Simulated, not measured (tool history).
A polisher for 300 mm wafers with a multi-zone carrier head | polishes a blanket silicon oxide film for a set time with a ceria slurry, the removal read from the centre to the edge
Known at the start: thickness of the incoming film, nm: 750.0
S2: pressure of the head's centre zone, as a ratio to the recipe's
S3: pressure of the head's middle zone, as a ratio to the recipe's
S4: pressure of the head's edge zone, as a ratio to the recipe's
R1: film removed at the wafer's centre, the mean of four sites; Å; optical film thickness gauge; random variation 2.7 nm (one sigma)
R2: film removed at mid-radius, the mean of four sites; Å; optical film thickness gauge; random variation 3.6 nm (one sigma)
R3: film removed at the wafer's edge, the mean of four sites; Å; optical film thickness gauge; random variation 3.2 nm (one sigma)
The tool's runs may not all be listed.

Run 1, day 0: flow of slurry (ml/min) 275, S2 1, S3 1, S4 1, polishing time (s) 79. Result: R1 2303.2 Å, R2 2331.4 Å, R3 2458.7 Å.
Run 2, day 0.317: flow of slurry (ml/min) 315, S2 1, S3 1, S4 1, polishing time (s) 79. Result: R1 2356.1 Å, R2 2396.7 Å, R3 2423 Å.
Run 3, day 0.583: flow of slurry (ml/min) 315, S2 1, S3 1.05, S4 1, polishing time (s) 79. Result: R1 2353.9 Å, R2 2450.5 Å, R3 2430.9 Å.
Run 4, day 0.708: flow of slurry (ml/min) 315, S2 1, S3 1.05, S4 0.92, polishing time (s) 79. Result: R1 2352.8 Å, R2 2484 Å, R3 2295.7 Å.
Run 5, day 0.821: flow of slurry (ml/min) 315, S2 0.92, S3 1.05, S4 0.92, polishing time (s) 79. Result: R1 2161.9 Å, R2 2492.1 Å, R3 2347.3 Å.
Run 6, day 0.867: flow of slurry (ml/min) 315, S2 0.92, S3 1.05, S4 0.92, polishing time (s) 62. Result: R1 1727.2 Å, R2 1971.5 Å, R3 1877.3 Å.

Run 7 comes next. What will it give?
Run 7, day 0.942: flow of slurry (ml/min) 315, S2 0.93, S3 1.08, S4 0.94, polishing time (s) 69. Result: R1 ?, R2 ?, R3 ?.

R1: 1916.4 Å
R2: 2205.3 Å
R3: 2048.6 Å

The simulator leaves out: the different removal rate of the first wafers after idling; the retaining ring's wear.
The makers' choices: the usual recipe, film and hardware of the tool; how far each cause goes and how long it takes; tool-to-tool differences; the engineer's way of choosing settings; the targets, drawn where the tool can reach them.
